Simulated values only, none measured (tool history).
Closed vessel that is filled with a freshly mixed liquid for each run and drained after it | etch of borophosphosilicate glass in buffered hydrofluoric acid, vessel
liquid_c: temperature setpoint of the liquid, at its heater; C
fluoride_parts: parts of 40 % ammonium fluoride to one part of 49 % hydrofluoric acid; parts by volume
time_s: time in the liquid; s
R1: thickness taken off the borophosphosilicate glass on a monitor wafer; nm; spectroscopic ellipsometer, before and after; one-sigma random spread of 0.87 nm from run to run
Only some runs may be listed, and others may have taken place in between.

Run 1, hour 0.0: liquid_c 23 C, fluoride_parts 7.0 parts by volume, time_s 35 s. Result: R1 193.53 nm.
Run 2, hour 5.6: liquid_c 23 C, fluoride_parts 5.0 parts by volume, time_s 35 s. Result: R1 260.47 nm.
Run 3, hour 12.5: liquid_c 23 C, fluoride_parts 5.0 parts by volume, time_s 35 s. Result: R1 257.94 nm.
Run 4, hour 18.3: liquid_c 23 C, fluoride_parts 5.0 parts by volume, time_s 35 s. Result: R1 259.01 nm.
Run 5, hour 24.7: liquid_c 22 C, fluoride_parts 5.5 parts by volume, time_s 35 s. Result: R1 226.61 nm.
Run 6, hour 27.5: liquid_c 21 C, fluoride_parts 5.5 parts by volume, time_s 35 s. Result: R1 214.23 nm.
Run 7, hour 35.1: liquid_c 20 C, fluoride_parts 5.5 parts by volume, time_s 35 s. Result: R1 202.28 nm.

Expected results for the next run?
Run 8, hour 37.9: liquid_c 20 C, fluoride_parts 5.5 parts by volume, time_s 35 s. Result: R1 ?.

{"run 8": {"R1": 204.42}}
